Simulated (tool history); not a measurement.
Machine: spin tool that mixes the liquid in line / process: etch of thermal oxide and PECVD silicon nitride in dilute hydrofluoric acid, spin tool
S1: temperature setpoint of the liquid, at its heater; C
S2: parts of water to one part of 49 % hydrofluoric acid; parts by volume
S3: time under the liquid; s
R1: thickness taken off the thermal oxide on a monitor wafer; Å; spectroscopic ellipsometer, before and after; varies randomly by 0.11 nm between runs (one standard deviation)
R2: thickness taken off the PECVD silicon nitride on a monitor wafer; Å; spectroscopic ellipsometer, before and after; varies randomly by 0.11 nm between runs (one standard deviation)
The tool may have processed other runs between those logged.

Run 1, hour 0: S1 24 C, S2 165 parts by volume, S3 180 s. Result: R1 50.491 Å, R2 18.447 Å.
Run 2, hour 1.3: S1 24 C, S2 140 parts by volume, S3 190 s. Result: R1 65.537 Å, R2 23.653 Å.
Run 3, hour 6.7: S1 24 C, S2 175 parts by volume, S3 190 s. Result: R1 50.111 Å, R2 18.912 Å.
Run 4, hour 10.6: S1 24 C, S2 175 parts by volume, S3 240 s. Result: R1 64.186 Å, R2 23.65 Å.
Run 5, hour 12.8: S1 24 C, S2 145 parts by volume, S3 240 s. Result: R1 79.699 Å, R2 28.071 Å.
Run 6, hour 18.4: S1 26.5 C, S2 145 parts by volume, S3 240 s. Result: R1 87.027 Å, R2 32.452 Å.
Run 7, hour 20: S1 26 C, S2 125 parts by volume, S3 240 s. Result: R1 101.85 Å, R2 37.202 Å.
Run 8, hour 25.8: S1 25.5 C, S2 105 parts by volume, S3 240 s. Result: R1 122.11 Å, R2 41.793 Å.
Run 9, hour 32.8: S1 25 C, S2 40 parts by volume, S3 230 s. Result: R1 328.25 Å, R2 101.09 Å.
Run 10, hour 36.3: S1 24.5 C, S2 50 parts by volume, S3 230 s. Result: R1 251.33 Å, R2 82.161 Å.
Run 11, hour 43.5: S1 20.5 C, S2 45 parts by volume, S3 225 s. Result: R1 235.37 Å, R2 65.621 Å.

Predict the results of run 12:
Run 12, hour 52.4: S1 21.5 C, S2 90 parts by volume, S3 230 s. Result: R1 ?, R2 ?.

Run 12 measured R1 118.83 Å, R2 37.241 Å.

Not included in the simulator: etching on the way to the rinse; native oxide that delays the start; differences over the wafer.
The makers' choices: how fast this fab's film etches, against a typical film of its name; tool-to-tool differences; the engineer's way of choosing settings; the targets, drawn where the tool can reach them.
